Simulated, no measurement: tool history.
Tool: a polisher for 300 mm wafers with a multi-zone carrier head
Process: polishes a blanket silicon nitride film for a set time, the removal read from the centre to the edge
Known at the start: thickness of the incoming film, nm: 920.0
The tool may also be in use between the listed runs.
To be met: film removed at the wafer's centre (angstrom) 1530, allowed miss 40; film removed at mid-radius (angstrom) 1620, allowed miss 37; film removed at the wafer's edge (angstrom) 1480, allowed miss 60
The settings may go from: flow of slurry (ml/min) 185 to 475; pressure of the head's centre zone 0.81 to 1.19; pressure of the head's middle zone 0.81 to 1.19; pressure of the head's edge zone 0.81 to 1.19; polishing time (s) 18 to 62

run,hour,flow of slurry (ml/min),pressure of the head's centre zone,pressure of the head's middle zone,pressure of the head's edge zone,polishing time (s),film removed at the wafer's centre (angstrom),film removed at mid-radius (angstrom),film removed at the wafer's edge (angstrom)
1,0,305,1,1,1,40,1499.5,1366.1,1375.8
2,8.5,305,1,1,0.96,40,1497.6,1382.9,1372.6
3,16.5,305,1,1,0.96,48,1777.8,1644.2,1567
4,24.5,305,1,1,1.02,48,1828.1,1657.9,1661.9
5,33.5,305,1.05,1,1.02,48,1920.4,1656.4,1665.5
# hour 38.3: centre zone pressure recalibrated
6,38.3,290,0.99,1,0.98,48,1642.1,1663.6,1612.6
7,39.3,290,0.99,0.99,0.94,48,1616.3,1623.1,1581.6
8,45.2,295,0.99,1,0.91,48,1640.3,1656.9,1583.6
9,51.3,300,0.99,1.01,0.88,47,1596.8,1619.1,1494.4

Which of these 4 next moves meets every target?
A,57.4,185,0.98,1.03,0.85,48,?,?,?
B,57.4,375,0.98,0.95,0.81,48,?,?,?
C,57.4,250,0.95,0.95,0.9,50,?,?,?
D,57.4,325,0.93,1.02,1.03,46,?,?,?

move,film removed at the wafer's centre (angstrom),film removed at mid-radius (angstrom),film removed at the wafer's edge (angstrom)
A,1551,1624,1462.9
B,1662.8,1616.5,1507.1
C,1618.8,1629.4,1597.9
D,1494.8,1627.4,1583.7
A: meets every target
B: further off than the last run
C: further off than the last run
D: brings the result that was furthest off to its target, and leaves another outside
Move A is the one to make.

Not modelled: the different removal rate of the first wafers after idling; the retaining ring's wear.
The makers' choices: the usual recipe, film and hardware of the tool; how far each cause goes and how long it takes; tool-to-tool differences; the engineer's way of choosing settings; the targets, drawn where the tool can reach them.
